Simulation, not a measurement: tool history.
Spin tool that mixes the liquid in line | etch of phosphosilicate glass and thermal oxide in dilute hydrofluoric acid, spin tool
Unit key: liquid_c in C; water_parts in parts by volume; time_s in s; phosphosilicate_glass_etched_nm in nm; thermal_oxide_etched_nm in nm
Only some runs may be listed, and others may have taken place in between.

run  hour  liquid_c  water_parts  time_s  phosphosilicate_glass_etched_nm  thermal_oxide_etched_nm
  1   0.0      25.0           50      30                           47.331                   3.4606
  2   4.4      23.0           50      30                           43.726                   3.1524
  3   7.8      24.5           45      30                           51.657                   3.7754
  4   9.2      24.5           45      40                           69.321                   5.0793
  5  13.6      26.0           40      40                           83.064                   6.0899
  6  14.2      27.0           40      40                           86.405                   6.3702
  7  15.3      28.0           40      40                           91.186                   6.5293
  8  18.1      28.5           40      40                           91.784                   6.7054
  9  18.8      29.5           40      40                           96.290                   6.9748

Estimate the outcome of run 10 from the log above:
 10  23.4      30.0           40      40                                ?                        ?

phosphosilicate_glass_etched_nm: 98.725 nm
thermal_oxide_etched_nm: 7.1896 nm
